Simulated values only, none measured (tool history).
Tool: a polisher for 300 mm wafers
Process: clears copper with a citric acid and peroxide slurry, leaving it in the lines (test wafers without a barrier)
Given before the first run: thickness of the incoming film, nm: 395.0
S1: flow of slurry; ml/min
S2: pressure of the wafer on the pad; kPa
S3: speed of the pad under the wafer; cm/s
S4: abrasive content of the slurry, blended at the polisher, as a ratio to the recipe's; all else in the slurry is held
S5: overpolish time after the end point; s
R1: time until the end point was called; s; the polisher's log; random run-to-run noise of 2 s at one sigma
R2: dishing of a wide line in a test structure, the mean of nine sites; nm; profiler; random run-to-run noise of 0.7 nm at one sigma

Run 1, hour 0: S1 180 ml/min, S2 26.9 kPa, S3 138 cm/s, S4 1, S5 17 s. Result: R1 88.441 s, R2 30.667 nm.
Run 2, hour 5.1: S1 180 ml/min, S2 25.5 kPa, S3 138 cm/s, S4 1, S5 18 s. Result: R1 91.768 s, R2 30.531 nm.
Run 3, hour 7.1: S1 180 ml/min, S2 24.1 kPa, S3 136 cm/s, S4 1, S5 19 s. Result: R1 97.363 s, R2 29.73 nm.
Run 4, hour 13.8: S1 180 ml/min, S2 23.4 kPa, S3 134 cm/s, S4 1, S5 21 s. Result: R1 99.44 s, R2 31.495 nm.
Run 5, hour 18.7: S1 180 ml/min, S2 23.4 kPa, S3 134 cm/s, S4 1, S5 15 s. Result: R1 101.19 s, R2 27.845 nm.
Run 6, hour 20.3: S1 180 ml/min, S2 23.4 kPa, S3 134 cm/s, S4 1, S5 8 s. Result: R1 100.52 s, R2 18.599 nm.
Run 7, hour 22.7: S1 180 ml/min, S2 22.8 kPa, S3 132 cm/s, S4 1, S5 11 s. Result: R1 106.27 s, R2 23.033 nm.

Estimate the outcome of run 8 from the log above:
Run 8, hour 31.4: S1 180 ml/min, S2 22.1 kPa, S3 132 cm/s, S4 1, S5 13 s. Result: R1 ?, R2 ?.

{"run 8": {"R1": 106.09, "R2": 24.232}}
